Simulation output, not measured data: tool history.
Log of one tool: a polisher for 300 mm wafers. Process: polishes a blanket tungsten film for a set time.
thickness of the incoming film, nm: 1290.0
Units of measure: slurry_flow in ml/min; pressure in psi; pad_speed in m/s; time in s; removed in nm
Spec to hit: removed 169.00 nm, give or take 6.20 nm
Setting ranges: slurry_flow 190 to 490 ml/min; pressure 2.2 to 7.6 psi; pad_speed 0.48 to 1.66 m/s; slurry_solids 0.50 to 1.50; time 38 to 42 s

run  hour  slurry_flow  pressure  pad_speed  slurry_solids  time  removed
  1   0.0          315       4.9       1.06           1.00    42   249.21
  2   1.4          265       4.9       1.06           1.00    42   248.27
  3   8.9          265       5.4       1.06           1.00    42   269.47
  4  10.9          265       5.4       1.06           1.00    38   241.91
  5  14.0          265       5.4       1.20           1.00    38   270.61
  6  19.1          265       5.4       1.20           1.00    38   276.26
  7  21.3          265       4.0       1.16           1.00    38   204.27
  8  25.4          265       3.7       1.16           1.00    38   188.22
  9  31.3          260       3.6       1.16           1.00    38   186.46
     33.8  -- slurry blender recalibrated
 10  33.8          260       3.5       1.16           1.00    38   187.44
 11  41.2          260       2.9       1.16           1.00    38   160.58

Which one of the following 5 next-run settings gets every result inside its allowed miss? There is exactly one.
  A  48.6          285       2.8       1.20           0.90    41        ?
  B  48.6          305       2.7       1.26           1.10    42        ?
  C  48.6          320       3.3       1.02           1.10    42        ?
  D  48.6          205       3.0       1.04           0.90    41        ?
  E  48.6          280       2.7       1.18           1.15    38        ?

move  removed
   A   169.54
   B   184.65
   C   180.69
   D   152.44
   E   157.14
A: in spec on every target
B: the result that was furthest off in the last run now lies on the other side of its target
C: the result that was furthest off in the last run now lies on the other side of its target
D: misses by more than the last run did
E: misses by more than the last run did
The move that meets every target is A.
